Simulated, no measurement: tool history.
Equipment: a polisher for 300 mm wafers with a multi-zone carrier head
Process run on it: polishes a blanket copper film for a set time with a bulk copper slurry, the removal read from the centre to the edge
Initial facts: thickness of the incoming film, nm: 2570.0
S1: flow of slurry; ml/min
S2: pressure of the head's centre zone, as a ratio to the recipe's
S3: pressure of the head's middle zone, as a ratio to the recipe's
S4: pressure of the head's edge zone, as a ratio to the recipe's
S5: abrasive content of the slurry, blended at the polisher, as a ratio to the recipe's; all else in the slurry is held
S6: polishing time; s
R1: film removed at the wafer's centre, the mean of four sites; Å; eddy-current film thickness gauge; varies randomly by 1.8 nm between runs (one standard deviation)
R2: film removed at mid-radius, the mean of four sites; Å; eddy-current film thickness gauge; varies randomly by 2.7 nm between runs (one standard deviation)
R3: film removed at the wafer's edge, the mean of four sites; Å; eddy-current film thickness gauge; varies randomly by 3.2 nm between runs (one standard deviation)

| run | hour | S1 | S2 | S3 | S4 | S5 | S6 | R1 | R2 | R3 |
|---|---|---|---|---|---|---|---|---|---|---|
| 1 | 0.0 | 285 | 1.00 | 1.00 | 1.00 | 1.00 | 31 | 2905.6 | 2806.3 | 2715.7 |
| 2 | 1.4 | 285 | 1.00 | 1.00 | 1.00 | 0.80 | 31 | 2638.6 | 2616.9 | 2619.9 |
| 3 | 4.7 | 285 | 1.00 | 1.00 | 1.00 | 1.00 | 31 | 2870.6 | 2804.3 | 2747.1 |
| 4 | 9.8 | 285 | 1.00 | 1.00 | 1.00 | 1.00 | 37 | 3425.1 | 3411.8 | 3288.5 |
| 5 | 13.0 | 285 | 0.97 | 0.98 | 0.96 | 0.85 | 36 | 3056.0 | 3035.1 | 3038.0 |
| 6 | 20.9 | 285 | 0.95 | 0.98 | 0.93 | 0.75 | 35 | 2820.7 | 2837.2 | 2731.2 |
| 7 | 26.1 | 275 | 0.91 | 0.96 | 0.92 | 0.70 | 35 | 2617.5 | 2693.3 | 2675.0 |

Forecast run 8:
| 8 | 28.2 | 265 | 0.88 | 0.95 | 0.90 | 0.70 | 35 | ? | ? | ? |

R1: 2525.1 Å
R2: 2657.1 Å
R3: 2728.8 Å

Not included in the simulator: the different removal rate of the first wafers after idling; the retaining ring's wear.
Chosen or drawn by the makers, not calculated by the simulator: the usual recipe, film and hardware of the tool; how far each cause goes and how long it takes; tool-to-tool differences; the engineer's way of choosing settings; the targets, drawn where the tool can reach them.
